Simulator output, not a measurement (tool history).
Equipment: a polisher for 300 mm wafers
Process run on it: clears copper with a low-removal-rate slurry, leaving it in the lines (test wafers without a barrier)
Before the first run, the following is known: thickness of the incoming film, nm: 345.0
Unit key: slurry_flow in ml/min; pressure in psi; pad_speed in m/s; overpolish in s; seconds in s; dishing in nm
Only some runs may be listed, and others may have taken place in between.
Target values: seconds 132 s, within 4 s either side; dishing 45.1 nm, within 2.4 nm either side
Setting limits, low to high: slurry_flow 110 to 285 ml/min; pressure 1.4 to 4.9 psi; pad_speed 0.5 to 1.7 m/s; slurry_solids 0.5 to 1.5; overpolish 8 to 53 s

Run 1, hour 0: slurry_flow 180 ml/min, pressure 3.1 psi, pad_speed 1.1 m/s, slurry_solids 1, overpolish 27 s. Result: seconds 123.39 s, dishing 44.508 nm.
Run 2, hour 2.8: slurry_flow 175 ml/min, pressure 3.1 psi, pad_speed 1.1 m/s, slurry_solids 1, overpolish 28 s. Result: seconds 122.21 s, dishing 44.004 nm.
Run 3, hour 8.5: slurry_flow 170 ml/min, pressure 3 psi, pad_speed 1.1 m/s, slurry_solids 1, overpolish 29 s. Result: seconds 127.23 s, dishing 44.409 nm.
Run 4, hour 14.5: slurry_flow 170 ml/min, pressure 3 psi, pad_speed 1.3 m/s, slurry_solids 1, overpolish 29 s. Result: seconds 107.66 s, dishing 49.627 nm.
Run 5, hour 18.9: slurry_flow 170 ml/min, pressure 3 psi, pad_speed 1.3 m/s, slurry_solids 1, overpolish 39 s. Result: seconds 108.11 s, dishing 61.847 nm.
Run 6, hour 27.5: slurry_flow 165 ml/min, pressure 2.8 psi, pad_speed 1.3 m/s, slurry_solids 1, overpolish 37 s. Result: seconds 116.88 s, dishing 55.609 nm.
Run 7, hour 29.4: slurry_flow 160 ml/min, pressure 2.7 psi, pad_speed 1.3 m/s, slurry_solids 1, overpolish 36 s. Result: seconds 121.58 s, dishing 53.135 nm.
Run 8, hour 36.8: slurry_flow 155 ml/min, pressure 2.6 psi, pad_speed 1.3 m/s, slurry_solids 1, overpolish 35 s. Result: seconds 127.18 s, dishing 52.008 nm.

Which single option among these 5 for the next run brings every result within its allowed miss of target? Just one does.
Run A, hour 44.2: slurry_flow 190 ml/min, pressure 2.7 psi, pad_speed 1.04 m/s, slurry_solids 1.5, overpolish 47 s. Result: seconds ?, dishing ?.
Run B, hour 44.2: slurry_flow 190 ml/min, pressure 2.8 psi, pad_speed 1.36 m/s, slurry_solids 0.75, overpolish 47 s. Result: seconds ?, dishing ?.
Run C, hour 44.2: slurry_flow 155 ml/min, pressure 2.6 psi, pad_speed 1.22 m/s, slurry_solids 0.95, overpolish 51 s. Result: seconds ?, dishing ?.
Run D, hour 44.2: slurry_flow 110 ml/min, pressure 3.1 psi, pad_speed 1.16 m/s, slurry_solids 0.9, overpolish 43 s. Result: seconds ?, dishing ?.
Run E, hour 44.2: slurry_flow 155 ml/min, pressure 2.5 psi, pad_speed 1.24 m/s, slurry_solids 1.3, overpolish 31 s. Result: seconds ?, dishing ?.

move  seconds  dishing
   A   135.49   60.589
   B   114.14   67.517
   C   134.99   63.656
   D   128.82   59.811
   E   130.34   46.464
A: further off than the last run
B: further off than the last run
C: further off than the last run
D: further off than the last run
E: each result inside its tolerance
Correct choice: E, which meets every target
